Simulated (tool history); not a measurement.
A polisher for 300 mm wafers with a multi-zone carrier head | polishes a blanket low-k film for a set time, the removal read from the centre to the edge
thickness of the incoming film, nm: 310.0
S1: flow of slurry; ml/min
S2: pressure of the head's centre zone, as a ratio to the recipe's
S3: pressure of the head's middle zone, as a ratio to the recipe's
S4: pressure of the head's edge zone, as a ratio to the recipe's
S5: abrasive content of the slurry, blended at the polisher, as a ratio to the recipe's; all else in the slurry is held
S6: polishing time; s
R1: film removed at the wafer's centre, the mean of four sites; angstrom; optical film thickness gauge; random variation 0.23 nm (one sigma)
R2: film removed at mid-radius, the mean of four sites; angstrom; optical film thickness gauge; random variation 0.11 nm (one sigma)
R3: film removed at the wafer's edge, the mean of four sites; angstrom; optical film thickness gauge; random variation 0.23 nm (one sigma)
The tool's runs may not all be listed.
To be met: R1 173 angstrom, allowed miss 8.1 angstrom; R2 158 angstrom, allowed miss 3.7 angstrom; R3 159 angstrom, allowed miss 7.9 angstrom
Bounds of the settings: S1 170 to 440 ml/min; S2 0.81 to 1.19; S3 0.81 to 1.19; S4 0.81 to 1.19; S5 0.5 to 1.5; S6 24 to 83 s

run 1 hour=0 | S1=280 S2=1 S3=1 S4=1 S5=1 S6=53 | R1=223.99 R2=218.56 R3=224.08
run 2 hour=4.4 | S1=280 S2=1 S3=0.99 S4=0.98 S5=0.95 S6=53 | R1=220.98 R2=211.21 R3=213.6
run 3 hour=11.4 | S1=280 S2=0.99 S3=0.98 S4=0.96 S5=0.9 S6=53 | R1=207.89 R2=208.27 R3=207.71
run 4 hour=15 | S1=280 S2=0.99 S3=0.98 S4=0.9 S5=0.9 S6=53 | R1=214.4 R2=206.31 R3=201.37
run 5 hour=23.3 | S1=280 S2=0.99 S3=0.97 S4=0.89 S5=0.85 S6=53 | R1=203.84 R2=200.69 R3=198.45
run 6 hour=30.5 | S1=280 S2=0.99 S3=0.97 S4=0.86 S5=0.85 S6=53 | R1=208.05 R2=200.15 R3=196.24
run 7 hour=35.1 | S1=280 S2=1 S3=0.96 S4=0.86 S5=0.8 S6=53 | R1=205.41 R2=195.52 R3=193.92
run 8 hour=39.9 | S1=280 S2=1.01 S3=0.96 S4=0.85 S5=0.75 S6=52 | R1=195.93 R2=184.23 R3=175.35
run 9 hour=44.4 | S1=275 S2=1.01 S3=0.95 S4=0.85 S5=0.75 S6=52 | R1=195.48 R2=181.92 R3=180.87
run 10 hour=52.1 | S1=275 S2=1.01 S3=0.95 S4=0.85 S5=0.7 S6=52 | R1=185.94 R2=180.54 R3=179.64
run 11 hour=53.3 | S1=275 S2=1.02 S3=0.95 S4=0.85 S5=0.7 S6=52 | R1=188.94 R2=176.58 R3=171.69
run 12 hour=57.3 | S1=275 S2=1.02 S3=0.95 S4=0.85 S5=0.7 S6=52 | R1=196.47 R2=178.92 R3=175.55
run 13 hour=63.3 | S1=270 S2=1.01 S3=0.93 S4=0.84 S5=0.6 S6=52 | R1=178.57 R2=163.52 R3=161.87
run 14 hour=70.4 | S1=265 S2=1.01 S3=0.93 S4=0.84 S5=0.6 S6=52 | R1=177.04 R2=162.12 R3=160.63
run 15 hour=70.9 | S1=260 S2=1.01 S3=0.93 S4=0.84 S5=0.6 S6=52 | R1=180.46 R2=165.51 R3=163.02

Which of these 5 next moves meets every target?
run A hour=71.4 | S1=245 S2=1.07 S3=0.87 S4=0.87 S5=0.65 S6=53 | R1=? R2=? R3=?
run B hour=71.4 | S1=435 S2=1.03 S3=0.92 S4=0.87 S5=0.6 S6=49 | R1=? R2=? R3=?
run C hour=71.4 | S1=265 S2=0.95 S3=1.02 S4=0.86 S5=0.65 S6=50 | R1=? R2=? R3=?
run D hour=71.4 | S1=245 S2=0.92 S3=0.98 S4=0.88 S5=0.75 S6=49 | R1=? R2=? R3=?
run E hour=71.4 | S1=255 S2=1.05 S3=0.95 S4=0.81 S5=0.55 S6=57 | R1=? R2=? R3=?

move=A R1=192.16 R2=162.62 R3=176.15
move=B R1=174.82 R2=158.55 R3=162.26
move=C R1=167.84 R2=176.43 R3=165.78
move=D R1=169.57 R2=176.44 R3=173.62
move=E R1=190.5 R2=175.69 R3=171.03
A: further off than the last run
B: meets every target
C: further off than the last run
D: further off than the last run
E: further off than the last run
Answer: B

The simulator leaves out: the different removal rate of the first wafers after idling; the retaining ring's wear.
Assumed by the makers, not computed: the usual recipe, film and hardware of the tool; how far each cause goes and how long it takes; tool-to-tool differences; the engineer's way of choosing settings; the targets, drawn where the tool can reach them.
